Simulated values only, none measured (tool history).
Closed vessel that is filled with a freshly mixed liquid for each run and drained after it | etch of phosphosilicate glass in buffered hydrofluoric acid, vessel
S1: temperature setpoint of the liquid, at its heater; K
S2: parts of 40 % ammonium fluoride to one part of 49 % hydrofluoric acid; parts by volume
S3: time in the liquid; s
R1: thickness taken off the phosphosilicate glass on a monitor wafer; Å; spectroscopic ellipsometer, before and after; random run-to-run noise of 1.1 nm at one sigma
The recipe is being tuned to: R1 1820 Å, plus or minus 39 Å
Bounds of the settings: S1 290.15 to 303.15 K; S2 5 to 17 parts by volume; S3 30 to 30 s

run    day      S1    S2  S3      R1
  1      0  295.15  10.5  30  2475.1
  2  0.275  295.15  10.5  30  2476.5
  3  0.471  295.15  11.5  30  2309.2
  4  0.671  297.15  11.5  30  2571.5
  5  0.825  297.15  11.5  30  2566.8
     0.942  -- hydrofluoric acid flow meter replaced
  6  0.942  297.15  11.5  30  2336.8
  7  1.275  295.15    12  30  2014.3
  8  1.342  294.65    12  30  1929.8
  9  1.558  294.15    12  30  1878.3
 10  1.629  294.15    12  30  1897.5

Below are 4 possible settings for the next run. Only one of them brings all results inside the allowed miss of their targets. Which is it?
  A  1.7  295.65    13  30   ?
  B  1.7  295.15  12.5  30   ?
  C  1.7  296.15    14  30   ?
  D  1.7  293.65  11.5  30   ?

move      R1
   A  1886.8
   B  1907.3
   C  1803.5
   D  1903.8
A: nearer than the last run, and not there yet
B: its largest miss is bigger than the last run's
C: all results land within tolerance of their targets
D: its largest miss is bigger than the last run's
Go with C: it meets all targets.

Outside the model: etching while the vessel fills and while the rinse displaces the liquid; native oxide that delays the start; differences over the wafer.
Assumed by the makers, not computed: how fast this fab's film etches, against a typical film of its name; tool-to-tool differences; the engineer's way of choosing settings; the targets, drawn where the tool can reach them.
